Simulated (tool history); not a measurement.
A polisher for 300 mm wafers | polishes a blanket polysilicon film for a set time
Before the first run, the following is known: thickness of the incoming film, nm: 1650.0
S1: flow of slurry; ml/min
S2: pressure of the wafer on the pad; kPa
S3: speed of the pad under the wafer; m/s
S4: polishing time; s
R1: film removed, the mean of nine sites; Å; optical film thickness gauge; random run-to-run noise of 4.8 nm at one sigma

run	hour	S1	S2	S3	S4	R1
1	0.0	240	20.0	1.02	46	3855.2
2	2.7	240	20.0	1.02	41	3475.4
3	6.5	240	20.0	0.90	41	3060.8
4	15.0	240	22.1	0.90	41	3389.1
5	22.5	240	22.1	1.10	41	4079.3
6	25.2	240	22.1	1.10	41	4089.9
7	33.7	240	22.8	1.10	41	4235.4
8	34.6	240	23.4	1.10	41	4333.0
9	42.5	240	24.1	1.10	41	4508.5

The next listed run, before its measurement:
10	43.5	240	24.8	1.10	41	?

Run 10 came out at R1 4593.9 Å.
